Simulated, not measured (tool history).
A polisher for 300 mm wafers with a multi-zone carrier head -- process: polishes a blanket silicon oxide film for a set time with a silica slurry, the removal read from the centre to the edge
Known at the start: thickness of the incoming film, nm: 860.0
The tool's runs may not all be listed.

run	hour	flow of slurry (ml/min)	pressure of the head's centre zone	pressure of the head's middle zone	pressure of the head's edge zone	abrasive content of the slurry	polishing time (s)	film removed at the wafer's centre (nm)	film removed at mid-radius (nm)	film removed at the wafer's edge (nm)
1	0.0	215	1.00	1.00	1.00	1.00	59	269.72	273.53	271.85
2	1.4	215	1.00	1.04	1.00	1.00	59	269.73	273.56	270.73
3	5.8	260	1.00	1.04	1.00	1.00	59	278.30	284.26	281.08
4	12.5	295	1.00	1.04	1.00	1.00	59	279.35	287.50	279.64
5	15.2	295	0.97	1.04	1.00	1.00	59	277.51	297.15	280.89
6	20.2	275	0.94	1.00	1.02	0.85	55	229.22	242.60	240.89
7	23.8	260	0.90	0.97	1.02	0.75	53	198.97	205.59	217.08

Forecast run 8:
8	32.4	260	0.90	0.97	1.02	0.75	53	?	?	?

Run 8 came out at film removed at the wafer's centre (nm) 197.27, film removed at mid-radius (nm) 209.17, film removed at the wafer's edge (nm) 215.50.

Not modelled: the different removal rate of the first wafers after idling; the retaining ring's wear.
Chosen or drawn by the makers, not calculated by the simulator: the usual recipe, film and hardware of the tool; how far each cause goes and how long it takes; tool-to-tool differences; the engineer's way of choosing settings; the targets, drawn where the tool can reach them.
